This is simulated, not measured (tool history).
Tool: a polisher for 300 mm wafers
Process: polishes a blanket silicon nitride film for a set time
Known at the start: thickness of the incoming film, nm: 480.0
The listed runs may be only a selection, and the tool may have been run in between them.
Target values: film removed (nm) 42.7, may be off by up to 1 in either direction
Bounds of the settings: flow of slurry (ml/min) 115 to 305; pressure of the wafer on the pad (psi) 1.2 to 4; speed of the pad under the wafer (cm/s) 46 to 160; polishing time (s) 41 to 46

run	hour	flow of slurry (ml/min)	pressure of the wafer on the pad (psi)	speed of the pad under the wafer (cm/s)	polishing time (s)	film removed (nm)
1	0	195	2.6	102	46	52.129
2	6.2	185	2.5	102	46	51.207
3	13.9	185	2.5	112	46	55.367
4	14.6	185	2.5	122	46	59.587
5	17.8	185	2.2	122	46	55.274
6	19.5	185	2.5	122	46	59.402
7	27.4	155	1.8	120	46	47.202
8	33.4	155	1.7	120	46	45.677
9	38.3	155	1.6	120	46	44.289

Exercise: of the 5 proposed moves below, exactly one satisfies all targets within the stated allowed misses. Which move is it?
A	43.2	155	1.7	128	43	?
B	43.2	230	1.5	132	45	?
C	43.2	170	1.7	122	45	?
D	43.2	185	1.8	110	41	?
E	43.2	170	2	98	46	?

move	film removed (nm)
A	44.858
B	47.048
C	45.655
D	39.854
E	42.835
A: the biggest miss grows against the last run
B: the biggest miss grows against the last run
C: the biggest miss grows against the last run
D: carries the result that was furthest off beyond its target, to the other side
E: all results land within tolerance of their targets
The right move is E.
